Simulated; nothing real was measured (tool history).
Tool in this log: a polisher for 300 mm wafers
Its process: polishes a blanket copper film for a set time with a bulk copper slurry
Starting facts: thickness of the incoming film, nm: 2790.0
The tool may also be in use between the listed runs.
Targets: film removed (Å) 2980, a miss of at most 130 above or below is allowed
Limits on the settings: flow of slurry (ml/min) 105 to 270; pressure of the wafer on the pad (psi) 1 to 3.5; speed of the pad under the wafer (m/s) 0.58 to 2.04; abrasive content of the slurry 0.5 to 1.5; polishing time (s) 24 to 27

run,day,flow of slurry (ml/min),pressure of the wafer on the pad (psi),speed of the pad under the wafer (m/s),abrasive content of the slurry,polishing time (s),film removed (Å)
1,0,175,2.2,1.3,1,27,2023
2,0.325,175,2.2,1.08,1,27,1790.5
3,0.483,175,2.7,1.08,1,27,2147.4
4,0.704,175,2.8,1.08,1,27,2185.6
5,0.854,175,2.8,1.08,1,27,2235.7
# day 1.142: slurry blender recalibrated
6,1.142,175,2.9,1.08,1,27,2465.6
7,1.45,175,3,1.08,1,27,2531.4
8,1.642,175,3.1,1.08,1,27,2584.4

Which single option among these 4 for the next run brings every result within its allowed miss of target? Just one does.
A,1.833,170,3.3,0.84,0.8,27,?
B,1.833,195,3,1.06,0.85,24,?
C,1.833,145,3.2,1.28,0.95,27,?
D,1.833,170,3.2,1.02,1,25,?

move,film removed (Å)
A,2196.2
B,2178.3
C,2928.4
D,2387
A: misses by more than the last run did
B: misses by more than the last run did
C: in spec on every target
D: misses by more than the last run did
C is the move that brings every result within its allowed miss.

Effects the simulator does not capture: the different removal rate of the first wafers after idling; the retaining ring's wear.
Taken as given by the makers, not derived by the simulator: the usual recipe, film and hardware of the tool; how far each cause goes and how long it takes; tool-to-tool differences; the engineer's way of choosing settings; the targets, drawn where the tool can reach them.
